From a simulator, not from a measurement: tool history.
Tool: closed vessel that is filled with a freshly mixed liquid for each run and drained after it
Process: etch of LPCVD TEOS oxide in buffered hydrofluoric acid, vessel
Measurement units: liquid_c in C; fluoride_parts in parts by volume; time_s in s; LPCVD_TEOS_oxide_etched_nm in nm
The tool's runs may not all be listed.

run 1 day=0 | liquid_c=24 fluoride_parts=18 time_s=30 | LPCVD_TEOS_oxide_etched_nm=61.614
run 2 day=0.3 | liquid_c=21.5 fluoride_parts=18 time_s=30 | LPCVD_TEOS_oxide_etched_nm=53.346
run 3 day=0.342 | liquid_c=20.5 fluoride_parts=19 time_s=30 | LPCVD_TEOS_oxide_etched_nm=47.958
run 4 day=0.379 | liquid_c=19.5 fluoride_parts=19.5 time_s=30 | LPCVD_TEOS_oxide_etched_nm=43.966
run 5 day=0.717 | liquid_c=19.5 fluoride_parts=19.5 time_s=30 | LPCVD_TEOS_oxide_etched_nm=44.52
run 6 day=0.988 | liquid_c=19.5 fluoride_parts=19.5 time_s=30 | LPCVD_TEOS_oxide_etched_nm=44.018

Forecast run 7:
run 7 day=1.038 | liquid_c=19 fluoride_parts=20 time_s=30 | LPCVD_TEOS_oxide_etched_nm=?

LPCVD_TEOS_oxide_etched_nm: 42.118 nm

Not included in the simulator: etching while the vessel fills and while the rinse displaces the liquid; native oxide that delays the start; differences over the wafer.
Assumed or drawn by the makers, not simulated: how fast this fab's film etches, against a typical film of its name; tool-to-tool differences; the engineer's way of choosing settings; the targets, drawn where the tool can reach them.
